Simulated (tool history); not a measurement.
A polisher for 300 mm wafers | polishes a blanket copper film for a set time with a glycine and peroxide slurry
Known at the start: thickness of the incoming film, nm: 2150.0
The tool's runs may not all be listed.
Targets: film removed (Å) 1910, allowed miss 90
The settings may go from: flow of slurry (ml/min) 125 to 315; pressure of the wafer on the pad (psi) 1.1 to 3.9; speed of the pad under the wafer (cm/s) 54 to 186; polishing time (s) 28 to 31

run  hour  flow of slurry (ml/min)  pressure of the wafer on the pad (psi)  speed of the pad under the wafer (cm/s)  polishing time (s)  film removed (Å)
  1     0                      205                                     2.5                                      118                  31            1493.4
  2   2.7                      205                                     1.9                                      118                  31            1355.3
  3     8                      205                                     2.4                                      122                  31            1503.1
  4  16.2                      205                                     2.7                                      126                  31            1635.7
  5  21.5                      160                                     2.7                                      126                  31            1568.7
  6  22.3                      160                                     2.9                                      126                  31            1656.3
  7  28.8                      165                                     3.1                                      128                  31            1741.5
  8  35.4                      170                                     3.2                                      128                  31            1781.4

5 next moves are on the table. One of them brings every result within its allowed miss. Which?
  A    42                      185                                     3.1                                      124                  30                 ?
  B    42                      145                                     2.6                                      164                  31                 ?
  C    42                      185                                     3.5                                      104                  31                 ?
  D    42                      180                                     3.1                                      116                  28                 ?
  E    42                      125                                     3.5                                      118                  29                 ?

move  film removed (Å)
   A            1746.1
   B              1956
   C            1688.2
   D            1538.4
   E              1612
A: further off than the last run
B: meets every target
C: further off than the last run
D: further off than the last run
E: further off than the last run
Answer: B

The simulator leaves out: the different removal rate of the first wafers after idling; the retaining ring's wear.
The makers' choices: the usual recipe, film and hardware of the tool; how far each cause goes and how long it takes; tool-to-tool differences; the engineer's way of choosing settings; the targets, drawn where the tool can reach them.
